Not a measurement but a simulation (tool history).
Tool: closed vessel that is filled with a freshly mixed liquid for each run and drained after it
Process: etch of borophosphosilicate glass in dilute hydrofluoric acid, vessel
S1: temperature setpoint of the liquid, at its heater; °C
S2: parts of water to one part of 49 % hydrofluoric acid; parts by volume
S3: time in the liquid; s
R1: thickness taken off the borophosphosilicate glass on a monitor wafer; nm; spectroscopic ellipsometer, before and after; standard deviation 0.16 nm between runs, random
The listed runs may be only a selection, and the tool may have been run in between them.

run,hour,S1,S2,S3,R1
1,0.0,23.0,155,30,11.537
2,8.3,24.5,155,30,12.396
3,14.7,25.5,155,30,13.040
4,17.2,26.5,155,30,13.580
5,19.8,28.0,155,30,14.070
6,25.0,28.0,155,30,14.192
7,29.1,28.5,155,30,14.382
8,35.7,29.0,155,30,14.484
9,40.4,29.5,155,30,15.020

Run 10 has not been measured yet. What should we expect?
10,47.9,30.5,155,30,?

{"run 10": {"R1": 15.455}}
